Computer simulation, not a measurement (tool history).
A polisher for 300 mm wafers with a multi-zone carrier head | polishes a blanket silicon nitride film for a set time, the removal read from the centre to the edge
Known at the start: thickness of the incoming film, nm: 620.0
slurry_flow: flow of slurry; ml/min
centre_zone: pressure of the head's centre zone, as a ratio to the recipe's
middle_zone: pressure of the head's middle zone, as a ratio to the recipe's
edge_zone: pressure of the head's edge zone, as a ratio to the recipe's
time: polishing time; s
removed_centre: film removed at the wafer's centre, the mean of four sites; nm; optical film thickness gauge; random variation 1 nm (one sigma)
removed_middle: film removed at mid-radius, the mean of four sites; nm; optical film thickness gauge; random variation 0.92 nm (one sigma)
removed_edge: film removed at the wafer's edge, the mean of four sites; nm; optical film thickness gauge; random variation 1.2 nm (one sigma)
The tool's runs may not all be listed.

{"run": 1, "hour": 0.0, "slurry_flow": 170, "centre_zone": 1, "middle_zone": 1, "edge_zone": 1, "time": 73, "removed_centre": 124.36, "removed_middle": 127.73, "removed_edge": 118.84}
{"run": 2, "hour": 4.9, "slurry_flow": 170, "centre_zone": 1, "middle_zone": 1.03, "edge_zone": 1, "time": 73, "removed_centre": 125.41, "removed_middle": 128.24, "removed_edge": 120.54}
{"run": 3, "hour": 5.9, "slurry_flow": 170, "centre_zone": 1, "middle_zone": 1.03, "edge_zone": 1, "time": 85, "removed_centre": 147.73, "removed_middle": 148.63, "removed_edge": 143.72}
{"run": 4, "hour": 10.4, "slurry_flow": 170, "centre_zone": 1.04, "middle_zone": 1.03, "edge_zone": 1, "time": 85, "removed_centre": 151.95, "removed_middle": 152.06, "removed_edge": 143.59}
{"run": 5, "hour": 12.1, "slurry_flow": 170, "centre_zone": 1.04, "middle_zone": 1.07, "edge_zone": 1, "time": 85, "removed_centre": 152.99, "removed_middle": 157.35, "removed_edge": 144.29}
{"run": 6, "hour": 13.4, "slurry_flow": 170, "centre_zone": 1.02, "middle_zone": 1.04, "edge_zone": 0.97, "time": 80, "removed_centre": 141.94, "removed_middle": 145.29, "removed_edge": 131.9}

Forecast run 7:
{"run": 7, "hour": 15.5, "slurry_flow": 165, "centre_zone": 0.99, "middle_zone": 1, "edge_zone": 0.95, "time": 76, "removed_centre": "?", "removed_middle": "?", "removed_edge": "?"}

Run 7 gave removed_centre 130.65 nm, removed_middle 129.96 nm, removed_edge 124.09 nm.
